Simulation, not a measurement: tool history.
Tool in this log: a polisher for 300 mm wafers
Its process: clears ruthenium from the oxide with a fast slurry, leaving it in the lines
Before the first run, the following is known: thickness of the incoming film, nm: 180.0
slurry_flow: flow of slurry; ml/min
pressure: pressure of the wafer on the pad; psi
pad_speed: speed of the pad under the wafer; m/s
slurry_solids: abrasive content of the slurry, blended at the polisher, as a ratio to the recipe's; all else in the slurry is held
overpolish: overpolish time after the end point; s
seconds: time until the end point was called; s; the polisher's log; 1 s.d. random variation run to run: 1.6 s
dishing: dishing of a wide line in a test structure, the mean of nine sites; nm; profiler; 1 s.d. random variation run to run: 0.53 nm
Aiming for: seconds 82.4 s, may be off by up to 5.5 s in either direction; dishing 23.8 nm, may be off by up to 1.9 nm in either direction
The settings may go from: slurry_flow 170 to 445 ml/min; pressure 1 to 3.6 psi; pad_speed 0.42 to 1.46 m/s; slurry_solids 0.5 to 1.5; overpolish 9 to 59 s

run  hour  slurry_flow  pressure  pad_speed  slurry_solids  overpolish  seconds  dishing
  1     0          285       2.3       0.94              1          30   57.743   44.881
  2   4.7          285         2       0.92              1          23   66.266   35.297
  3  11.2          285       1.8       0.92              1          19   74.302   28.992
  4  13.8          285       1.7       0.92              1          17   78.295   26.577
  5  17.9          285       1.7       0.92              1          29   76.359   36.898
  6  19.3          285       1.7       0.72              1          29   100.57   32.226
  7  23.4          285       1.8       0.74              1          23   94.104   28.526
  8  30.8          285       1.8       0.74              1          23   93.344   28.938
  9  35.1          285       1.9       0.74              1          19   86.023   25.183

4 next moves are on the table. One of them brings every result within its allowed miss. Which?
  A  39.4          205       2.7        0.6            1.3          15        ?        ?
  B  39.4          300       1.5       0.96           1.05          16        ?        ?
  C  39.4          255       1.6       0.78              1          18        ?        ?
  D  39.4          370       2.3       0.54            1.1          16        ?        ?

move  seconds  dishing
   A   73.375   24.848
   B   82.581   23.884
   C   98.149    22.92
   D   95.202   21.438
A: the worst result of the last run now meets its target, but another is out of spec
B: every result within its allowed miss
C: the worst result of the last run now meets its target, but another is out of spec
D: moves the result that the last run missed by most past its target, out the other side
Correct choice: B, which meets every target

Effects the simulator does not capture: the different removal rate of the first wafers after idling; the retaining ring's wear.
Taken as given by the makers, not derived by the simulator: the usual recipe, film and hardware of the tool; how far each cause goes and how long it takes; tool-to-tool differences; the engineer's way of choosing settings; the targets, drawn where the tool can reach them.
